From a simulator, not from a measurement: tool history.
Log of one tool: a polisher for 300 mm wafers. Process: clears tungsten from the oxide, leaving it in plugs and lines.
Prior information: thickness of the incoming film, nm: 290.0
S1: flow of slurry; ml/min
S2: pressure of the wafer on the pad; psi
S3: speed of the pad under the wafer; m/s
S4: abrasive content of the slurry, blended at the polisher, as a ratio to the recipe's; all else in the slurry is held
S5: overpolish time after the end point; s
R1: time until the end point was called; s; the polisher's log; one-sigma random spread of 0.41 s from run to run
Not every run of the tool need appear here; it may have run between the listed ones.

run,day,S1,S2,S3,S4,S5,R1
1,0,130,4,1.16,1,19,54.178
2,0.304,135,4.3,1.16,1,19,50.64
3,0.562,135,3.5,1.16,1,19,61.166
4,0.812,135,3.5,1.16,1.1,19,60.737
5,0.846,140,3.9,1.16,1.1,19,53.5
6,1.067,140,3.9,1.02,1.1,19,60.849

Expected results for the next run?
7,1.35,145,4.3,1.02,1.1,19,?

Run 7 yielded R1 54.64 s.
